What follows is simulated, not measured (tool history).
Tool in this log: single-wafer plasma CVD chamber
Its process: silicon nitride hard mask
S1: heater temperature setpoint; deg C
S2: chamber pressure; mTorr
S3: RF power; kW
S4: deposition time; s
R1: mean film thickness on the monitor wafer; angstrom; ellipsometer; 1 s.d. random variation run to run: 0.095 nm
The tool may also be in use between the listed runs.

{"run": 1, "hour": 0.0, "S1": 400, "S2": 1420, "S3": 0.28, "S4": 23, "R1": 256.29}
{"run": 2, "hour": 3.8, "S1": 400, "S2": 1420, "S3": 0.28, "S4": 23, "R1": 255.67}
{"run": 3, "hour": 9.9, "S1": 393, "S2": 1420, "S3": 0.28, "S4": 23, "R1": 256.91}
{"run": 4, "hour": 14.4, "S1": 393, "S2": 1270, "S3": 0.27, "S4": 23, "R1": 242.24}
{"run": 5, "hour": 21.5, "S1": 393, "S2": 1400, "S3": 0.27, "S4": 23, "R1": 250.17}
{"run": 6, "hour": 22.8, "S1": 393, "S2": 1250, "S3": 0.265, "S4": 23, "R1": 239.22}

What does the tool deliver on the next run?
{"run": 7, "hour": 25.6, "S1": 393, "S2": 1140, "S3": 0.26, "S4": 23, "R1": "?"}

Run 7 gave R1 230.22 angstrom.
